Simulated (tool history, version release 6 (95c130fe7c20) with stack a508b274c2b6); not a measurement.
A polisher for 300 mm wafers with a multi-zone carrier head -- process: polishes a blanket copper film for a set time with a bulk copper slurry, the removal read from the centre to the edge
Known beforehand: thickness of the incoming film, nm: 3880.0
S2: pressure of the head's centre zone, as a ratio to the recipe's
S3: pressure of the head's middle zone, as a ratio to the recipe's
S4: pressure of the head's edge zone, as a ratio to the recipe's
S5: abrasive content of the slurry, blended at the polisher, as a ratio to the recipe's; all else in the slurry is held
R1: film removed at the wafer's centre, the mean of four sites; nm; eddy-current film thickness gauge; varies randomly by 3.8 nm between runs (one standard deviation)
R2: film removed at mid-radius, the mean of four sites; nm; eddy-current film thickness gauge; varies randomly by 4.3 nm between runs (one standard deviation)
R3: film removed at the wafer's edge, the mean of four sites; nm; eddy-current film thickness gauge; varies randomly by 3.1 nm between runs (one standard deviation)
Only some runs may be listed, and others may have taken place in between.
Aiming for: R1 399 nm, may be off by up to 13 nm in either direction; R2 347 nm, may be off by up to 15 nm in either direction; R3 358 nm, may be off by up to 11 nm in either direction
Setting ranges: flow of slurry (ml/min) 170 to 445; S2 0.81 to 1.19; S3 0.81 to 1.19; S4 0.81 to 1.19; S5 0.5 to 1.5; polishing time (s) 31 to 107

{"run": 1, "day": 0.0, "flow of slurry (ml/min)": 285, "S2": 1, "S3": 1, "S4": 1, "S5": 1, "polishing time (s)": 69, "R1": 445.28, "R2": 451.14, "R3": 437.84}
{"run": 2, "day": 0.371, "flow of slurry (ml/min)": 285, "S2": 1, "S3": 0.98, "S4": 0.98, "S5": 0.9, "polishing time (s)": 69, "R1": 432.62, "R2": 427.47, "R3": 433.28}
{"run": 3, "day": 0.575, "flow of slurry (ml/min)": 285, "S2": 1.02, "S3": 0.98, "S4": 0.96, "S5": 0.85, "polishing time (s)": 68, "R1": 427.41, "R2": 413.8, "R3": 415.59}
{"run": 4, "day": 0.612, "flow of slurry (ml/min)": 285, "S2": 1.02, "S3": 0.98, "S4": 0.9, "S5": 0.85, "polishing time (s)": 68, "R1": 437.17, "R2": 405.87, "R3": 411.04}
{"run": 5, "day": 0.892, "flow of slurry (ml/min)": 285, "S2": 1.02, "S3": 0.98, "S4": 0.9, "S5": 0.75, "polishing time (s)": 68, "R1": 430.45, "R2": 402.9, "R3": 394.75}
{"run": 6, "day": 1.225, "flow of slurry (ml/min)": 285, "S2": 1.02, "S3": 1.01, "S4": 0.9, "S5": 0.75, "polishing time (s)": 68, "R1": 419.12, "R2": 423.65, "R3": 397.28}
{"run": 7, "day": 1.325, "flow of slurry (ml/min)": 280, "S2": 1.02, "S3": 1, "S4": 0.89, "S5": 0.7, "polishing time (s)": 68, "R1": 413, "R2": 400.85, "R3": 393.3}
{"run": 8, "day": 1.492, "flow of slurry (ml/min)": 280, "S2": 1.03, "S3": 0.99, "S4": 0.88, "S5": 0.65, "polishing time (s)": 68, "R1": 417.33, "R2": 391.03, "R3": 384.18}
{"run": 9, "day": 1.846, "flow of slurry (ml/min)": 275, "S2": 1.03, "S3": 0.98, "S4": 0.87, "S5": 0.6, "polishing time (s)": 68, "R1": 398.93, "R2": 385.67, "R3": 381.37}
{"run": 10, "day": 1.867, "flow of slurry (ml/min)": 275, "S2": 1.04, "S3": 0.97, "S4": 0.86, "S5": 0.6, "polishing time (s)": 68, "R1": 407.17, "R2": 380.38, "R3": 376.68}
{"run": 11, "day": 2.112, "flow of slurry (ml/min)": 245, "S2": 1.04, "S3": 0.89, "S4": 0.82, "S5": 0.5, "polishing time (s)": 68, "R1": 386.19, "R2": 336.21, "R3": 345.71}
{"day": 2.483, "done": "edge zone pressure recalibrated"}
{"run": 12, "day": 2.483, "flow of slurry (ml/min)": 250, "S2": 1.04, "S3": 0.89, "S4": 0.82, "S5": 0.5, "polishing time (s)": 68, "R1": 386.35, "R2": 335.74, "R3": 337.72}

Which of these 5 next moves meets every target?
{"run": "A", "day": 2.854, "flow of slurry (ml/min)": 260, "S2": 1.02, "S3": 0.91, "S4": 0.9, "S5": 0.7, "polishing time (s)": 62, "R1": "?", "R2": "?", "R3": "?"}
{"run": "B", "day": 2.854, "flow of slurry (ml/min)": 300, "S2": 1.06, "S3": 0.99, "S4": 0.84, "S5": 0.6, "polishing time (s)": 62, "R1": "?", "R2": "?", "R3": "?"}
{"run": "C", "day": 2.854, "flow of slurry (ml/min)": 285, "S2": 1.02, "S3": 0.94, "S4": 0.83, "S5": 0.5, "polishing time (s)": 64, "R1": "?", "R2": "?", "R3": "?"}
{"run": "D", "day": 2.854, "flow of slurry (ml/min)": 250, "S2": 1.11, "S3": 0.83, "S4": 0.86, "S5": 0.65, "polishing time (s)": 63, "R1": "?", "R2": "?", "R3": "?"}
{"run": "E", "day": 2.854, "flow of slurry (ml/min)": 235, "S2": 1.03, "S3": 0.87, "S4": 0.81, "S5": 0.5, "polishing time (s)": 72, "R1": "?", "R2": "?", "R3": "?"}

move=A R1=372.95 R2=340.2 R3=345.81
move=B R1=379.45 R2=358.71 R3=330.9
move=C R1=362.09 R2=338.89 R3=325.91
move=D R1=397.96 R2=313.56 R3=339.86
move=E R1=399.57 R2=348.95 R3=357.69
A: further off than the last run
B: further off than the last run
C: further off than the last run
D: further off than the last run
E: in spec on every target
So the answer is move E, the one that meets all the targets.
